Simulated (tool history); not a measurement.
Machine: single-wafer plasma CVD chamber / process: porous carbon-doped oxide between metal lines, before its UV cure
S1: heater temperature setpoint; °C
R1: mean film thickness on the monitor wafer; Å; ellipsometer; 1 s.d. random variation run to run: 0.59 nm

Run 1, hour 0: S1 280 °C, RF power (kW) 0.425, deposition time (s) 20.6. Result: R1 1189.5 Å.
Run 2, hour 5.3: S1 280 °C, RF power (kW) 0.465, deposition time (s) 20.6. Result: R1 1290.4 Å.
Run 3, hour 13.5: S1 280 °C, RF power (kW) 0.415, deposition time (s) 20.6. Result: R1 1163.7 Å.
Run 4, hour 19.3: S1 277 °C, RF power (kW) 0.425, deposition time (s) 20.6. Result: R1 1209.6 Å.
Run 5, hour 25.2: S1 275 °C, RF power (kW) 0.435, deposition time (s) 20.6. Result: R1 1259.8 Å.
Run 6, hour 31.2: S1 275 °C, RF power (kW) 0.495, deposition time (s) 20.6. Result: R1 1409.6 Å.

Expected results for the next run?
Run 7, hour 33.7: S1 274 °C, RF power (kW) 0.495, deposition time (s) 20.6. Result: R1 ?.

{"run 7": {"R1": 1414}}
